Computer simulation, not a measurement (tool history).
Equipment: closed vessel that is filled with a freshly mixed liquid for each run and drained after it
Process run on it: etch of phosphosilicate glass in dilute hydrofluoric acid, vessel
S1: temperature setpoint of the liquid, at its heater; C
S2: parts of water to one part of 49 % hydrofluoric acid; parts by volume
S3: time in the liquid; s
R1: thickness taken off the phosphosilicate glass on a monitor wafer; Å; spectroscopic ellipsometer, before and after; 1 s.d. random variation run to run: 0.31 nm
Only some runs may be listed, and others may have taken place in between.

| run | hour | S1 | S2 | S3 | R1 |
|---|---|---|---|---|---|
| 1 | 0 | 26 | 175 | 95 | 550.92 |
| 2 | 2.5 | 25 | 180 | 95 | 502.52 |
| 3 | 11.6 | 25 | 130 | 95 | 748.24 |
| 4 | 18.2 | 25 | 130 | 95 | 738.54 |
| 5 | 21 | 24 | 145 | 95 | 621.35 |
| 6 | 29.1 | 24 | 145 | 95 | 640.09 |
| 7 | 37 | 20 | 215 | 95 | 333.83 |

Run 8 has not been measured yet. What should we expect?
| 8 | 43.6 | 19.5 | 215 | 95 | ? |

Run 8 produced R1 334.35 Å.
